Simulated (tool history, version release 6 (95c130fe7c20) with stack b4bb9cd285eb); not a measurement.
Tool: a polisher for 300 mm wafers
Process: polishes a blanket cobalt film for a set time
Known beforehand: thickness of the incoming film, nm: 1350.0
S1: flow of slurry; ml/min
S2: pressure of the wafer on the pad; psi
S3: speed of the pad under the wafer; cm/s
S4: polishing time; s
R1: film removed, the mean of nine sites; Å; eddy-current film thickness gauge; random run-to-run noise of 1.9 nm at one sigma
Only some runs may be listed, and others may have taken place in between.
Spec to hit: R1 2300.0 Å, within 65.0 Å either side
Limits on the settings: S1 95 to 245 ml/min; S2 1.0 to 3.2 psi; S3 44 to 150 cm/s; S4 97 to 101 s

| run | hour | S1 | S2 | S3 | S4 | R1 |
|---|---|---|---|---|---|---|
| 1 | 0.0 | 155 | 2.1 | 96 | 97 | 4409.7 |
| 2 | 6.3 | 155 | 1.9 | 96 | 97 | 4038.3 |
| 3 | 12.7 | 155 | 1.9 | 96 | 97 | 4085.5 |
| 4 | 14.9 | 155 | 1.9 | 96 | 97 | 4053.1 |
| 5 | 18.7 | 150 | 1.7 | 92 | 97 | 3436.1 |
| 6 | 26.5 | 170 | 1.7 | 92 | 97 | 3563.8 |
| 7 | 30.6 | 160 | 1.5 | 92 | 97 | 3159.6 |
| 8 | 37.2 | 150 | 1.4 | 92 | 97 | 2918.1 |
| 9 | 38.2 | 140 | 1.3 | 92 | 97 | 2718.3 |
| 10 | 45.8 | 130 | 1.2 | 92 | 97 | 2473.1 |
| 11 | 54.2 | 125 | 1.2 | 92 | 97 | 2474.9 |
| 12 | 57.1 | 125 | 1.2 | 92 | 97 | 2447.2 |
| 13 | 59.1 | 120 | 1.2 | 92 | 97 | 2443.3 |
| 14 | 66.3 | 115 | 1.2 | 92 | 97 | 2449.8 |
| 15 | 70.4 | 110 | 1.2 | 92 | 97 | 2419.2 |

Which of these 5 next moves meets every target?
| A | 74.5 | 95 | 1.4 | 92 | 97 | ? |
| B | 74.5 | 100 | 1.0 | 98 | 98 | ? |
| C | 74.5 | 115 | 1.6 | 68 | 97 | ? |
| D | 74.5 | 95 | 1.1 | 90 | 100 | ? |
| E | 74.5 | 110 | 1.2 | 84 | 97 | ? |

| move | R1 |
|---|---|
| A | 2615.2 |
| B | 2133.0 |
| C | 2326.1 |
| D | 2138.9 |
| E | 2185.0 |
A: misses by more than the last run did
B: pushes the last run's worst result past its target
C: all results in spec
D: pushes the last run's worst result past its target
E: pushes the last run's worst result past its target
Answer: C
